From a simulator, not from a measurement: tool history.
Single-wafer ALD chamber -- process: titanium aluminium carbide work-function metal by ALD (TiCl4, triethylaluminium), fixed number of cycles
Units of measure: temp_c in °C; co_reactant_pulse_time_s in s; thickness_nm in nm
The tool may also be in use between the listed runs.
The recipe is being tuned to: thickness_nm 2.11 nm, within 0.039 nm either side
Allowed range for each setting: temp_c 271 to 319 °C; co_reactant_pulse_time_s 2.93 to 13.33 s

run 1 day=0 | temp_c=295 co_reactant_pulse_time_s=8.13 | thickness_nm=1.9209
run 2 day=0.221 | temp_c=291 co_reactant_pulse_time_s=8.13 | thickness_nm=1.8892
run 3 day=0.375 | temp_c=291 co_reactant_pulse_time_s=6.35 | thickness_nm=1.7735
run 4 day=0.604 | temp_c=296 co_reactant_pulse_time_s=6.35 | thickness_nm=1.7828
run 5 day=0.75 | temp_c=298 co_reactant_pulse_time_s=7.33 | thickness_nm=1.9027
run 6 day=0.938 | temp_c=298 co_reactant_pulse_time_s=5.55 | thickness_nm=1.7139
run 7 day=1.2 | temp_c=300 co_reactant_pulse_time_s=6.53 | thickness_nm=1.8426
run 8 day=1.325 | temp_c=300 co_reactant_pulse_time_s=6.53 | thickness_nm=1.8377

4 candidate next runs follow, results not yet known. Just one meets every target within its allowed miss. Identify it.
run A day=1.45 | temp_c=290 co_reactant_pulse_time_s=6.43 | thickness_nm=?
run B day=1.45 | temp_c=299 co_reactant_pulse_time_s=8.06 | thickness_nm=?
run C day=1.45 | temp_c=311 co_reactant_pulse_time_s=9.06 | thickness_nm=?
run D day=1.45 | temp_c=309 co_reactant_pulse_time_s=7.5 | thickness_nm=?

move=A thickness_nm=1.7609
move=B thickness_nm=1.9518
move=C thickness_nm=2.0896
move=D thickness_nm=1.9921
A: lands further from the targets than the last run did
B: moves toward the targets from the last run without getting all of them in spec
C: in spec on every target
D: moves toward the targets from the last run without getting all of them in spec
Move C is the one to make.
